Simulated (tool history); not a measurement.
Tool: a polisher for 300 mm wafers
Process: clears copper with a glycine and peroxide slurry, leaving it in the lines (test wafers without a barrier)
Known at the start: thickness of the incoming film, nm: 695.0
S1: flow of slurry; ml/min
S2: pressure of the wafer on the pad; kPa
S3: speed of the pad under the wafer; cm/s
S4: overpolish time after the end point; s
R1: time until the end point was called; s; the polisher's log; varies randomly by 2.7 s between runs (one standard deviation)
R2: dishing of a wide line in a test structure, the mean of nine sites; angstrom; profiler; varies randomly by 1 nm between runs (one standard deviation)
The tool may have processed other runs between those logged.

run  hour   S1    S2  S3  S4      R1       R2
  1   0.0  295  18.6  94  29  114.68  1048.10
  2   1.4  295  15.9  94  29  131.58   950.22
  3   4.2  295  15.9  94  21  131.83   762.04
  4   8.4  295  15.2  94  23  135.14   748.68
  5  16.5  295  17.9  94  23  116.11   864.45
  6  19.2  295  17.9  76  23  134.08   778.04
  7  21.9  295  17.2  76  24  140.69   789.79
  8  23.9  295  16.5  76  25  148.68   811.38
  9  29.8  295  16.5  76  26  141.56   811.28
 10  37.5  295  15.9  76  27  144.82   831.33
 11  41.8  295  15.2  76  28  153.54   818.15
 12  44.6  295  15.2  76  29  152.28   837.19

Run 13 comes next. What will it give?
 13  51.7  295  14.5  76  30   ?   ?

Logged for run 13: R1 155.84 s, R2 856.53 angstrom.

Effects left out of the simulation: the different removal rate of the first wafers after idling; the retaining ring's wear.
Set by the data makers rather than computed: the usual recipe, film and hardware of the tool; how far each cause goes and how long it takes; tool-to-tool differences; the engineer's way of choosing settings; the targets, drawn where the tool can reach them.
